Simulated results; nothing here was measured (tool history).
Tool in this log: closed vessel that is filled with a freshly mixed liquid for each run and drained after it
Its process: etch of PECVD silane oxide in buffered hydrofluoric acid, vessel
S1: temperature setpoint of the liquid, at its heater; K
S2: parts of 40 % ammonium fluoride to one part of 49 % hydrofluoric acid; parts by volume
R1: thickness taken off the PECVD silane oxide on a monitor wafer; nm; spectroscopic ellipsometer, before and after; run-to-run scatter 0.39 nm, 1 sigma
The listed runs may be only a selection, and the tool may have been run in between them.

Run 1, hour 0.0: S1 294.15 K, S2 11 parts by volume, time in the liquid (s) 35. Result: R1 64.720 nm.
Run 2, hour 6.6: S1 296.65 K, S2 11 parts by volume, time in the liquid (s) 35. Result: R1 73.919 nm.
Run 3, hour 15.0: S1 293.65 K, S2 11 parts by volume, time in the liquid (s) 35. Result: R1 63.070 nm.
Run 4, hour 18.5: S1 293.65 K, S2 11 parts by volume, time in the liquid (s) 30. Result: R1 54.113 nm.
Run 5, hour 21.1: S1 293.65 K, S2 11 parts by volume, time in the liquid (s) 35. Result: R1 63.256 nm.
Run 6, hour 26.7: S1 294.15 K, S2 11 parts by volume, time in the liquid (s) 35. Result: R1 64.571 nm.
Run 7, hour 29.3: S1 295.15 K, S2 11 parts by volume, time in the liquid (s) 35. Result: R1 68.726 nm.

Run 8 has not been measured yet. What should we expect?
Run 8, hour 33.0: S1 295.65 K, S2 11 parts by volume, time in the liquid (s) 35. Result: R1 ?.

{"run 8": {"R1": 70.486}}

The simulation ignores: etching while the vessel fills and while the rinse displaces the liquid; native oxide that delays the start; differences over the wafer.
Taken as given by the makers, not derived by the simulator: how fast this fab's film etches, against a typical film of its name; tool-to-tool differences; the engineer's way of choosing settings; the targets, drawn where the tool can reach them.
